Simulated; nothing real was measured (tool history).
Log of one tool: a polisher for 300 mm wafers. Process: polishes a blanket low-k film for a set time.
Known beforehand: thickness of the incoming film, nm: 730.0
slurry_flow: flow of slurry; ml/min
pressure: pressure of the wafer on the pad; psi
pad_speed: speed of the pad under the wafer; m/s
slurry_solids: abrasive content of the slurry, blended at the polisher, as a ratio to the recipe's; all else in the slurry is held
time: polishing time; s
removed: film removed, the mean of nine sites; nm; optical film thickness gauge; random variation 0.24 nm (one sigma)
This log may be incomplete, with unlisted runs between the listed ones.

run 1 day=0.000 | slurry_flow=160 pressure=2.2 pad_speed=0.94 slurry_solids=1.00 time=77 | removed=32.534
run 2 day=0.142 | slurry_flow=160 pressure=2.2 pad_speed=0.94 slurry_solids=0.85 time=77 | removed=30.138
run 3 day=0.254 | slurry_flow=160 pressure=2.7 pad_speed=0.94 slurry_solids=0.85 time=77 | removed=35.917
run 4 day=0.533 | slurry_flow=155 pressure=2.5 pad_speed=0.94 slurry_solids=0.85 time=77 | removed=33.284
run 5 day=0.583 | slurry_flow=150 pressure=2.4 pad_speed=0.94 slurry_solids=0.85 time=77 | removed=32.862
run 6 day=0.758 | slurry_flow=150 pressure=2.4 pad_speed=0.94 slurry_solids=0.85 time=77 | removed=32.362
run 7 day=0.929 | slurry_flow=150 pressure=2.3 pad_speed=0.94 slurry_solids=0.85 time=77 | removed=30.957

Estimate the outcome of run 8 from the log above:
run 8 day=1.246 | slurry_flow=150 pressure=2.2 pad_speed=0.94 slurry_solids=0.85 time=77 | removed=?

{"run 8": {"removed": 30.453}}
